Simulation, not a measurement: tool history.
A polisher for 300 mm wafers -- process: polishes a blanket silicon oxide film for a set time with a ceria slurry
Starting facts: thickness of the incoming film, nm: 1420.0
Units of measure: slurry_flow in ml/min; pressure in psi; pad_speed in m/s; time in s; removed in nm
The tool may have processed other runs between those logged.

{"run": 1, "hour": 0.0, "slurry_flow": 250, "pressure": 3.9, "pad_speed": 1.28, "time": 93, "removed": 698.68}
{"run": 2, "hour": 2.5, "slurry_flow": 250, "pressure": 3.4, "pad_speed": 1.26, "time": 93, "removed": 599.33}
{"run": 3, "hour": 11.0, "slurry_flow": 250, "pressure": 3.4, "pad_speed": 1.26, "time": 93, "removed": 605.54}
{"run": 4, "hour": 15.7, "slurry_flow": 250, "pressure": 3.0, "pad_speed": 1.24, "time": 93, "removed": 522.65}
{"run": 5, "hour": 18.1, "slurry_flow": 250, "pressure": 3.6, "pad_speed": 1.24, "time": 93, "removed": 623.17}
{"run": 6, "hour": 23.3, "slurry_flow": 250, "pressure": 3.2, "pad_speed": 1.24, "time": 93, "removed": 559.86}
{"run": 7, "hour": 29.6, "slurry_flow": 250, "pressure": 2.9, "pad_speed": 1.24, "time": 93, "removed": 507.53}
{"run": 8, "hour": 35.0, "slurry_flow": 250, "pressure": 2.7, "pad_speed": 1.24, "time": 93, "removed": 468.31}
{"run": 9, "hour": 42.2, "slurry_flow": 250, "pressure": 2.5, "pad_speed": 1.24, "time": 93, "removed": 439.51}
{"run": 10, "hour": 51.0, "slurry_flow": 250, "pressure": 2.4, "pad_speed": 1.24, "time": 93, "removed": 415.63}
{"run": 11, "hour": 57.2, "slurry_flow": 245, "pressure": 2.0, "pad_speed": 1.24, "time": 93, "removed": 356.74}
{"run": 12, "hour": 57.7, "slurry_flow": 245, "pressure": 2.0, "pad_speed": 1.24, "time": 93, "removed": 353.78}

Forecast run 13:
{"run": 13, "hour": 60.6, "slurry_flow": 255, "pressure": 2.0, "pad_speed": 1.24, "time": 93, "removed": "?"}

Run 13 yielded removed 354.83 nm.

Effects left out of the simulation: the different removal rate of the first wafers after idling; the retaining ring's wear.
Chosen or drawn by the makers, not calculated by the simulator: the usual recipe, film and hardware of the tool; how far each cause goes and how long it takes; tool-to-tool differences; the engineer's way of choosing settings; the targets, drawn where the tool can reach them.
